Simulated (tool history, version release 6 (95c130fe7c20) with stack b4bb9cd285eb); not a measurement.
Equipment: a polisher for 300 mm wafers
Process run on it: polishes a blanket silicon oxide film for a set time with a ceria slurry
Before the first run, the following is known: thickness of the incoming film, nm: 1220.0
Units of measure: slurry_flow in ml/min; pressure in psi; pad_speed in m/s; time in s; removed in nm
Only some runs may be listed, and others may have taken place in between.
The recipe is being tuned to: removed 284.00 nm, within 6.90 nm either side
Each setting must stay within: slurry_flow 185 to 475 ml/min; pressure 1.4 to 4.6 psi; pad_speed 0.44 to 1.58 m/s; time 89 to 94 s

| run | day | slurry_flow | pressure | pad_speed | time | removed |
|---|---|---|---|---|---|---|
| 1 | 0.000 | 305 | 3.0 | 1.00 | 89 | 324.88 |
| 2 | 0.375 | 300 | 2.9 | 1.00 | 89 | 316.15 |
| 3 | 0.475 | 375 | 2.9 | 1.00 | 89 | 322.99 |
| 4 | 0.508 | 370 | 2.8 | 1.00 | 89 | 308.72 |
| 5 | 0.762 | 370 | 3.4 | 1.00 | 89 | 371.88 |
| 6 | 0.871 | 370 | 3.4 | 1.00 | 94 | 393.53 |
| 7 | 1.238 | 370 | 3.1 | 1.00 | 94 | 358.49 |
| 8 | 1.454 | 370 | 2.9 | 1.00 | 94 | 340.55 |

Pick the move, out of 5, that brings all results within their allowed miss; only one does.
| A | 1.671 | 355 | 3.0 | 0.86 | 93 | ? |
| B | 1.671 | 345 | 2.7 | 1.00 | 89 | ? |
| C | 1.671 | 310 | 2.2 | 1.10 | 93 | ? |
| D | 1.671 | 375 | 3.0 | 0.92 | 89 | ? |
| E | 1.671 | 315 | 2.7 | 0.94 | 94 | ? |

| move | removed |
|---|---|
| A | 296.46 |
| B | 298.30 |
| C | 283.47 |
| D | 304.08 |
| E | 294.45 |
A: an improvement on the last run, though not all results are within tolerance
B: an improvement on the last run, though not all results are within tolerance
C: hits every target within its allowed miss
D: an improvement on the last run, though not all results are within tolerance
E: an improvement on the last run, though not all results are within tolerance
The move that meets every target is C.

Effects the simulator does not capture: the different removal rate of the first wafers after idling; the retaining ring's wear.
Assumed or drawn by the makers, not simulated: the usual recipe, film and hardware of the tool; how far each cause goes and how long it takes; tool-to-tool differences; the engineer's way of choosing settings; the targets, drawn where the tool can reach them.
